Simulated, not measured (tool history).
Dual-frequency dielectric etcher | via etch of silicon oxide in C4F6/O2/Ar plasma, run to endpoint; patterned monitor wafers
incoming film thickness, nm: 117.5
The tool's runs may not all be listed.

Run 1, hour 0.0: bias power (kW) 0.627, source power (kW) 0.270, Ar flow (sccm) 226. Result: endpoint time (s) 24.707.
Run 2, hour 3.1: bias power (kW) 0.627, source power (kW) 0.270, Ar flow (sccm) 255. Result: endpoint time (s) 24.980.
Run 3, hour 8.9: bias power (kW) 0.649, source power (kW) 0.280, Ar flow (sccm) 254. Result: endpoint time (s) 23.918.
Run 4, hour 13.4: bias power (kW) 0.580, source power (kW) 0.280, Ar flow (sccm) 254. Result: endpoint time (s) 25.781.
Run 5, hour 18.6: bias power (kW) 0.514, source power (kW) 0.280, Ar flow (sccm) 254. Result: endpoint time (s) 27.688.
Run 6, hour 24.2: bias power (kW) 0.543, source power (kW) 0.280, Ar flow (sccm) 254. Result: endpoint time (s) 26.773.
Run 7, hour 28.2: bias power (kW) 0.570, source power (kW) 0.280, Ar flow (sccm) 254. Result: endpoint time (s) 26.188.
Run 8, hour 35.3: bias power (kW) 0.696, source power (kW) 0.340, Ar flow (sccm) 240. Result: endpoint time (s) 20.668.

Run 9 comes next. What will it give?
Run 9, hour 40.4: bias power (kW) 0.699, source power (kW) 0.340, Ar flow (sccm) 240. Result: endpoint time (s) ?.

{"run 9": {"endpoint time (s)": 20.324}}

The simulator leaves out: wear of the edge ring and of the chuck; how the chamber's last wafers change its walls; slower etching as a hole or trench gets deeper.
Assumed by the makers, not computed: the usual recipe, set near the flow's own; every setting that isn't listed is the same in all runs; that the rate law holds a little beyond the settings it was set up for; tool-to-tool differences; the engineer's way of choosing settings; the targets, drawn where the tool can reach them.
